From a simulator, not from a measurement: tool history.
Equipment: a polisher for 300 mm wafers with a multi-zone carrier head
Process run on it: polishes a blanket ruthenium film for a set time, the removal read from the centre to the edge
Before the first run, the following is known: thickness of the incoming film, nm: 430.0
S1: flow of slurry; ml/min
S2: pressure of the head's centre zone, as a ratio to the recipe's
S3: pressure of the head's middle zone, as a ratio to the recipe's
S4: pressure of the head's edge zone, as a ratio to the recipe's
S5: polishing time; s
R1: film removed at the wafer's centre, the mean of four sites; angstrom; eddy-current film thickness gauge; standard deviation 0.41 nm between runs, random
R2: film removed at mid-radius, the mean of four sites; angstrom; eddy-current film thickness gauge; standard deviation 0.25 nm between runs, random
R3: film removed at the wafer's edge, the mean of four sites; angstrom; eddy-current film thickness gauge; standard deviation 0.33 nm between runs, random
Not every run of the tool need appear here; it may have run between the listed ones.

run 1 hour=0.0 | S1=310 S2=1.00 S3=1.00 S4=1.00 S5=37 | R1=477.21 R2=466.78 R3=478.93
run 2 hour=0.9 | S1=310 S2=1.00 S3=1.06 S4=1.00 S5=37 | R1=476.03 R2=482.23 R3=479.95
run 3 hour=9.2 | S1=310 S2=0.96 S3=1.06 S4=1.00 S5=37 | R1=454.34 R2=477.00 R3=482.29
run 4 hour=12.4 | S1=310 S2=1.01 S3=1.06 S4=1.00 S5=37 | R1=490.65 R2=487.23 R3=474.95
run 5 hour=16.7 | S1=310 S2=1.01 S3=1.01 S4=1.00 S5=37 | R1=468.44 R2=466.23 R3=480.13
run 6 hour=22.2 | S1=305 S2=1.00 S3=0.99 S4=0.98 S5=34 | R1=442.85 R2=430.10 R3=443.90
run 7 hour=25.9 | S1=305 S2=1.00 S3=0.99 S4=0.98 S5=34 | R1=420.68 R2=423.21 R3=435.27
run 8 hour=29.3 | S1=300 S2=1.00 S3=0.97 S4=0.96 S5=32 | R1=401.13 R2=386.05 R3=410.21
run 9 hour=37.9 | S1=300 S2=0.99 S3=0.97 S4=0.94 S5=31 | R1=395.41 R2=381.64 R3=389.72
run 10 hour=45.1 | S1=295 S2=0.96 S3=0.95 S4=0.93 S5=30 | R1=367.67 R2=361.46 R3=373.04
run 11 hour=48.2 | S1=290 S2=0.94 S3=0.93 S4=0.92 S5=29 | R1=352.70 R2=349.97 R3=366.98
run 12 hour=49.6 | S1=285 S2=0.92 S3=0.92 S4=0.91 S5=28 | R1=338.26 R2=335.67 R3=346.55
run 13 hour=53.7 | S1=280 S2=0.90 S3=0.91 S4=0.91 S5=27 | R1=318.82 R2=319.06 R3=335.44
run 14 hour=58.9 | S1=275 S2=0.89 S3=0.90 S4=0.91 S5=27 | R1=309.01 R2=319.62 R3=339.86
run 15 hour=66.4 | S1=275 S2=0.89 S3=0.90 S4=0.91 S5=27 | R1=309.30 R2=317.39 R3=332.46
run 16 hour=74.1 | S1=270 S2=0.88 S3=0.89 S4=0.90 S5=27 | R1=304.78 R2=313.33 R3=334.30
run 17 hour=79.5 | S1=265 S2=0.87 S3=0.88 S4=0.89 S5=27 | R1=306.13 R2=313.63 R3=335.61
run 18 hour=81.3 | S1=265 S2=0.86 S3=0.88 S4=0.89 S5=27 | R1=297.72 R2=313.96 R3=325.04
run 19 hour=87.6 | S1=265 S2=0.86 S3=0.87 S4=0.89 S5=27 | R1=301.83 R2=307.35 R3=332.05
run 20 hour=94.8 | S1=265 S2=0.85 S3=0.87 S4=0.88 S5=27 | R1=293.60 R2=312.05 R3=328.39
run 21 hour=103.9 | S1=265 S2=0.85 S3=0.86 S4=0.87 S5=27 | R1=295.47 R2=307.93 R3=331.44

Run 22 has not been measured yet. What should we expect?
run 22 hour=110.2 | S1=265 S2=0.85 S3=0.86 S4=0.87 S5=27 | R1=? R2=? R3=?

For run 22 the tool returned R1 296.98 angstrom, R2 315.14 angstrom, R3 329.62 angstrom.

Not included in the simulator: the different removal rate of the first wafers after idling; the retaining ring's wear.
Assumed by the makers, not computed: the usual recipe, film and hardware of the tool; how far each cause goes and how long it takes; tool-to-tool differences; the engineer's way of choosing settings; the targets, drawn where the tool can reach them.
